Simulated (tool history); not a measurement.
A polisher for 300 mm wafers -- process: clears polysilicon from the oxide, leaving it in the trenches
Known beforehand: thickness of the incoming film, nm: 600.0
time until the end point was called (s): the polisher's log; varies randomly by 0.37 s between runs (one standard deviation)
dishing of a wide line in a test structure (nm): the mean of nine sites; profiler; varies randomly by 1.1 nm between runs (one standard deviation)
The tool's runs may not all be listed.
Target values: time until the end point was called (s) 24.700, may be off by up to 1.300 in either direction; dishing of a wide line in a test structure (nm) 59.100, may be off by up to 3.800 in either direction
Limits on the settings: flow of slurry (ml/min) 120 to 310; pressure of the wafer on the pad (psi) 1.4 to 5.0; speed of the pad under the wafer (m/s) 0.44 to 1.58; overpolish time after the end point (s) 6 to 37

| run | day | flow of slurry (ml/min) | pressure of the wafer on the pad (psi) | speed of the pad under the wafer (m/s) | overpolish time after the end point (s) | time until the end point was called (s) | dishing of a wide line in a test structure (nm) |
|---|---|---|---|---|---|---|---|
| 1 | 0.000 | 200 | 3.2 | 1.00 | 19 | 35.108 | 64.578 |
| 2 | 0.362 | 220 | 3.2 | 1.00 | 19 | 34.585 | 62.915 |
| 3 | 0.629 | 180 | 3.2 | 1.00 | 19 | 36.137 | 62.142 |
| 4 | 0.983 | 180 | 3.2 | 1.00 | 12 | 36.014 | 61.466 |
| 5 | 1.083 | 175 | 3.3 | 1.00 | 11 | 35.608 | 61.194 |
| 6 | 1.188 | 200 | 3.3 | 1.00 | 11 | 34.014 | 60.794 |
| 7 | 1.462 | 255 | 4.1 | 1.02 | 6 | 25.715 | 54.986 |
|  | 1.529 | head pressure recalibrated |
| 8 | 1.529 | 250 | 4.1 | 1.02 | 7 | 28.869 | 55.653 |
| 9 | 1.679 | 245 | 4.2 | 1.04 | 8 | 28.159 | 58.801 |
| 10 | 1.942 | 250 | 4.2 | 1.04 | 8 | 27.379 | 62.031 |
| 11 | 2.117 | 255 | 4.2 | 1.04 | 8 | 27.341 | 60.266 |
| 12 | 2.288 | 255 | 4.2 | 1.04 | 8 | 27.042 | 59.633 |

Next run, 4 choices. One meets every target within its allowed miss, the rest don't. Which?
| A | 2.458 | 290 | 4.0 | 0.98 | 9 | ? | ? |
| B | 2.458 | 295 | 4.2 | 1.16 | 8 | ? | ? |
| C | 2.458 | 180 | 3.3 | 1.26 | 17 | ? | ? |
| D | 2.458 | 190 | 4.6 | 0.96 | 18 | ? | ? |

| move | time until the end point was called (s) | dishing of a wide line in a test structure (nm) |
|---|---|---|
| A | 29.987 | 58.743 |
| B | 24.247 | 59.677 |
| C | 29.994 | 62.282 |
| D | 28.150 | 62.442 |
A: moves away from the targets compared with the last run
B: hits every target within its allowed miss
C: moves away from the targets compared with the last run
D: moves away from the targets compared with the last run
The move that meets every target is B.
